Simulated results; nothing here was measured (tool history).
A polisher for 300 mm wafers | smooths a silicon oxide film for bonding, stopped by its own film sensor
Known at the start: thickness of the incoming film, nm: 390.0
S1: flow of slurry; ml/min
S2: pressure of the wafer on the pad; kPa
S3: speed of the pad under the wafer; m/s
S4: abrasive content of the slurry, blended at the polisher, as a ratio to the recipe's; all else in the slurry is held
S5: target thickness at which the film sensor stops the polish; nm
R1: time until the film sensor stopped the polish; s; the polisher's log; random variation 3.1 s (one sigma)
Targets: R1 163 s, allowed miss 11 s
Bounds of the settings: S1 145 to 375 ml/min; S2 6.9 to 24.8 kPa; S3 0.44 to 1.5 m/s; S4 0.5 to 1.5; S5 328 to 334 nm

run,hour,S1,S2,S3,S4,S5,R1
1,0,240,15.9,0.96,1,328,100.4
2,8.6,240,14.5,0.94,1,328,110.21
3,15.7,240,14.5,1.08,1,328,100.43
4,20,240,13.1,1.06,1,328,112.72
5,24.4,240,11.7,1.06,1,328,122.77
6,31.3,240,11,1.04,1,328,135.81
7,39.8,240,10.3,1.04,1,328,140.91
8,41.2,240,9.7,1.04,1,328,145.82

Which of these 4 next moves meets every target?
A,42.6,250,9.7,0.9,1.2,333,?
B,42.6,220,8.3,1.38,0.85,334,?
C,42.6,175,9,0.92,1.1,333,?
D,42.6,230,10.3,0.66,1,328,?

move,R1
A,142.55
B,142.97
C,160.91
D,196.95
A: further off than the last run
B: further off than the last run
C: meets every target
D: takes the result that was furthest off past its target
The right move is C.
